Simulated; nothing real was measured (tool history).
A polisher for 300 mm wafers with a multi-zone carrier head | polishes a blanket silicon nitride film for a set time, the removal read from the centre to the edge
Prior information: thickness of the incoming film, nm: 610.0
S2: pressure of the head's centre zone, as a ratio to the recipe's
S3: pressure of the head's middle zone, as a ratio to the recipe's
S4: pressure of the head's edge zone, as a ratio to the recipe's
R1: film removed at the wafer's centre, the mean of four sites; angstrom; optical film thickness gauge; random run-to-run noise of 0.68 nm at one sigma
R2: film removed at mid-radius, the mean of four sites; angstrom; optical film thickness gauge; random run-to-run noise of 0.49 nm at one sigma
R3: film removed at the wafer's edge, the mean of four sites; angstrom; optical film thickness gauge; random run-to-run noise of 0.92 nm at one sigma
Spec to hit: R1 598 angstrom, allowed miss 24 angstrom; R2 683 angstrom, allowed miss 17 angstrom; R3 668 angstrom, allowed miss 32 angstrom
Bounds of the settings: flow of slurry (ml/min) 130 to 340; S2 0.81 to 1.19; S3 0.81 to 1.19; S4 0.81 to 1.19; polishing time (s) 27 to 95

Run 1, hour 0: flow of slurry (ml/min) 220, S2 1, S3 1, S4 1, polishing time (s) 61. Result: R1 553.01 angstrom, R2 582.53 angstrom, R3 547.14 angstrom.
Run 2, hour 7: flow of slurry (ml/min) 225, S2 0.99, S3 1.01, S4 1.04, polishing time (s) 62. Result: R1 565.23 angstrom, R2 585.98 angstrom, R3 563.27 angstrom.
Run 3, hour 9.9: flow of slurry (ml/min) 225, S2 0.99, S3 1.01, S4 0.98, polishing time (s) 62. Result: R1 559 angstrom, R2 590.19 angstrom, R3 552.04 angstrom.
Run 4, hour 18: flow of slurry (ml/min) 225, S2 0.99, S3 1.01, S4 0.98, polishing time (s) 55. Result: R1 507.01 angstrom, R2 524.43 angstrom, R3 505.89 angstrom.
Run 5, hour 24.5: flow of slurry (ml/min) 235, S2 0.97, S3 1.02, S4 1.01, polishing time (s) 58. Result: R1 528.64 angstrom, R2 556.18 angstrom, R3 539.6 angstrom.
Run 6, hour 26.1: flow of slurry (ml/min) 235, S2 0.97, S3 1.1, S4 1.01, polishing time (s) 58. Result: R1 520.43 angstrom, R2 586.74 angstrom, R3 515.27 angstrom.
Run 7, hour 34.1: flow of slurry (ml/min) 245, S2 0.95, S3 1.09, S4 1.03, polishing time (s) 60. Result: R1 536.53 angstrom, R2 600.38 angstrom, R3 562.59 angstrom.
Run 8, hour 40.7: flow of slurry (ml/min) 260, S2 0.94, S3 1.1, S4 1.04, polishing time (s) 61. Result: R1 552.16 angstrom, R2 612.48 angstrom, R3 561.76 angstrom.
Run 9, hour 45.2: flow of slurry (ml/min) 265, S2 0.92, S3 1.1, S4 1.05, polishing time (s) 63. Result: R1 549.59 angstrom, R2 636.52 angstrom, R3 572.78 angstrom.
Run 10, hour 47.9: flow of slurry (ml/min) 260, S2 0.92, S3 1.09, S4 1.07, polishing time (s) 65. Result: R1 569.41 angstrom, R2 654 angstrom, R3 622.07 angstrom.
Run 11, hour 53.5: flow of slurry (ml/min) 265, S2 0.92, S3 1.09, S4 1.08, polishing time (s) 65. Result: R1 568.76 angstrom, R2 653.09 angstrom, R3 619.45 angstrom.
Run 12, hour 61.5: flow of slurry (ml/min) 270, S2 0.92, S3 1.09, S4 1.09, polishing time (s) 65. Result: R1 574.17 angstrom, R2 651.07 angstrom, R3 620.34 angstrom.
Run 13, hour 63.2: flow of slurry (ml/min) 270, S2 0.92, S3 1.09, S4 1.1, polishing time (s) 66. Result: R1 580.89 angstrom, R2 662.3 angstrom, R3 625.09 angstrom.

5 candidate next runs follow, results not yet known. Just one meets every target within its allowed miss. Identify it.
Run A, hour 64.9: flow of slurry (ml/min) 190, S2 0.92, S3 1.07, S4 1.11, polishing time (s) 71. Result: R1 ?, R2 ?, R3 ?.
Run B, hour 64.9: flow of slurry (ml/min) 175, S2 0.99, S3 1.16, S4 0.96, polishing time (s) 65. Result: R1 ?, R2 ?, R3 ?.
Run C, hour 64.9: flow of slurry (ml/min) 290, S2 0.92, S3 0.81, S4 1.17, polishing time (s) 74. Result: R1 ?, R2 ?, R3 ?.
Run D, hour 64.9: flow of slurry (ml/min) 305, S2 1.07, S3 1.11, S4 1.17, polishing time (s) 62. Result: R1 ?, R2 ?, R3 ?.
Run E, hour 64.9: flow of slurry (ml/min) 275, S2 0.99, S3 0.96, S4 1.19, polishing time (s) 73. Result: R1 ?, R2 ?, R3 ?.

move      R1      R2      R3
   A   594.2  685.48  680.67
   B   575.4  650.04  576.47
   C   645.1  646.87   751.2
   D  621.47  635.75  629.78
   E  676.07  688.84  744.29
A: meets every target
B: further off than the last run
C: carries the result that was furthest off beyond its target, to the other side
D: further off than the last run
E: carries the result that was furthest off beyond its target, to the other side
The right move is A.

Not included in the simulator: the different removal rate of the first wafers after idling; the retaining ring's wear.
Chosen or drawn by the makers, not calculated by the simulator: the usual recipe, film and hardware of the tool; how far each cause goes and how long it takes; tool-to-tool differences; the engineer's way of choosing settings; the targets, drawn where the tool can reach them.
